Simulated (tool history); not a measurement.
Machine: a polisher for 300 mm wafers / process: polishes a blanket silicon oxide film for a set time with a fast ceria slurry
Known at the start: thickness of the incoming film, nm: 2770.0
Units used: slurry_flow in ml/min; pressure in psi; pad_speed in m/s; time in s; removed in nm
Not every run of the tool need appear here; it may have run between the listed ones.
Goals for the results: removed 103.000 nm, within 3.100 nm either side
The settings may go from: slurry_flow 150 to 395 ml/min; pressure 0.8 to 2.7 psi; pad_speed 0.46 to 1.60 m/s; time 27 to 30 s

run    day  slurry_flow  pressure  pad_speed  time  removed
  1  0.000          250       1.7       1.02    30  314.810
  2  0.217          250       1.7       1.24    30  378.490
  3  0.258          250       1.7       1.24    30  386.950
  4  0.388          250       1.5       1.08    30  299.320
  5  0.592          250       1.5       1.08    30  297.890
  6  0.829          250       1.5       0.84    30  233.250
  7  0.896          250       1.4       0.76    30  201.120
  8  1.033          250       1.3       0.70    30  168.380
  9  1.279          250       1.2       0.68    30  154.010
 10  1.588          250       1.1       0.66    30  137.910
 11  1.908          250       1.0       0.66    30  127.770
 12  1.983          250       1.0       0.66    30  125.560
 13  2.325          245       0.9       0.64    30  110.170

Of the 4 settings listed for the next run, only one would bring every result within its allowed miss of target. Which one?
  A  2.667          235       0.8       0.68    27        ?
  B  2.667          225       0.8       0.84    28        ?
  C  2.667          275       0.9       0.64    28        ?
  D  2.667          155       0.8       0.92    27        ?

move  removed
   A   92.545
   B  116.640
   C  103.050
   D  115.920
A: carries the result that was furthest off beyond its target, to the other side
B: misses by more than the last run did
C: every result within its allowed miss
D: misses by more than the last run did
Go with C: it meets all targets.
